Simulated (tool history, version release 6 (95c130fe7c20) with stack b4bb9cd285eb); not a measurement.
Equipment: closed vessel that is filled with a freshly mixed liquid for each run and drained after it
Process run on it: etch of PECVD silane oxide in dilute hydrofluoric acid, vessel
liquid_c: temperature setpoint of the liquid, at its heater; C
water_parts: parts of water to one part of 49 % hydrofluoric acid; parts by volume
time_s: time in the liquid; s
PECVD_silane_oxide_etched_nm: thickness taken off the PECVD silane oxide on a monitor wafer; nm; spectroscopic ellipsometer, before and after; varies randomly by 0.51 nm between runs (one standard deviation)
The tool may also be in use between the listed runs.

Run 1, day 0.000: liquid_c 26.0 C, water_parts 155 parts by volume, time_s 105 s. Result: PECVD_silane_oxide_etched_nm 23.500 nm.
Run 2, day 0.279: liquid_c 27.0 C, water_parts 145 parts by volume, time_s 105 s. Result: PECVD_silane_oxide_etched_nm 26.617 nm.
Run 3, day 0.433: liquid_c 27.0 C, water_parts 170 parts by volume, time_s 105 s. Result: PECVD_silane_oxide_etched_nm 21.740 nm.
Run 4, day 0.788: liquid_c 27.0 C, water_parts 205 parts by volume, time_s 105 s. Result: PECVD_silane_oxide_etched_nm 17.337 nm.
Run 5, day 1.158: liquid_c 28.0 C, water_parts 190 parts by volume, time_s 105 s. Result: PECVD_silane_oxide_etched_nm 19.729 nm.
Run 6, day 1.408: liquid_c 28.0 C, water_parts 140 parts by volume, time_s 105 s. Result: PECVD_silane_oxide_etched_nm 28.597 nm.
Run 7, day 1.554: liquid_c 28.0 C, water_parts 140 parts by volume, time_s 105 s. Result: PECVD_silane_oxide_etched_nm 29.058 nm.
Run 8, day 1.738: liquid_c 28.5 C, water_parts 135 parts by volume, time_s 105 s. Result: PECVD_silane_oxide_etched_nm 30.288 nm.
Run 9, day 1.888: liquid_c 29.0 C, water_parts 130 parts by volume, time_s 105 s. Result: PECVD_silane_oxide_etched_nm 32.382 nm.
Run 10, day 2.038: liquid_c 29.5 C, water_parts 125 parts by volume, time_s 105 s. Result: PECVD_silane_oxide_etched_nm 34.403 nm.
Run 11, day 2.150: liquid_c 30.0 C, water_parts 120 parts by volume, time_s 105 s. Result: PECVD_silane_oxide_etched_nm 36.730 nm.

The next listed run, before its measurement:
Run 12, day 2.379: liquid_c 30.5 C, water_parts 115 parts by volume, time_s 105 s. Result: PECVD_silane_oxide_etched_nm ?.

{"run 12": {"PECVD_silane_oxide_etched_nm": 38.832}}
